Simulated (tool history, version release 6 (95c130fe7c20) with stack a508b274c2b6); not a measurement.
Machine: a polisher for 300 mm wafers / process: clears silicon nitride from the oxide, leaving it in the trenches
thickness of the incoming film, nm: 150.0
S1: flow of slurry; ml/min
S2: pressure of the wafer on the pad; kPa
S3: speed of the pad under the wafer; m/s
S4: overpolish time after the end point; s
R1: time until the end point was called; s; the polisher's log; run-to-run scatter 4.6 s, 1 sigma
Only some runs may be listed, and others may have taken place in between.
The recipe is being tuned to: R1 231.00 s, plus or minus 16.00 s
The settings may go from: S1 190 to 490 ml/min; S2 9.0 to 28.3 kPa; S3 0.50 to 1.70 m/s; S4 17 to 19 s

run	hour	S1	S2	S3	S4	R1
1	0.0	315	18.6	1.10	17	157.27
2	5.8	315	18.6	0.86	17	193.30
3	14.4	315	18.6	1.02	17	170.34
4	19.0	315	17.2	1.00	17	183.44
5	21.9	315	16.5	0.98	17	193.80
# hour 29.1: head pressure recalibrated
6	29.1	315	15.9	0.98	17	178.13
7	31.8	310	12.4	0.72	17	298.80
8	36.0	310	13.8	0.74	17	258.11
9	39.4	310	14.5	0.74	17	254.24

5 candidate next runs follow, results not yet known. Just one meets every target within its allowed miss. Identify it.
A	42.8	325	16.5	0.54	18	?
B	42.8	285	11.7	1.00	19	?
C	42.8	350	13.8	0.66	19	?
D	42.8	350	16.5	0.54	19	?
E	42.8	325	12.4	0.82	18	?

move	R1
A	293.84
B	231.33
C	289.55
D	292.55
E	262.37
A: the biggest miss grows against the last run
B: in spec on every target
C: the biggest miss grows against the last run
D: the biggest miss grows against the last run
E: the biggest miss grows against the last run
Go with B: it meets all targets.
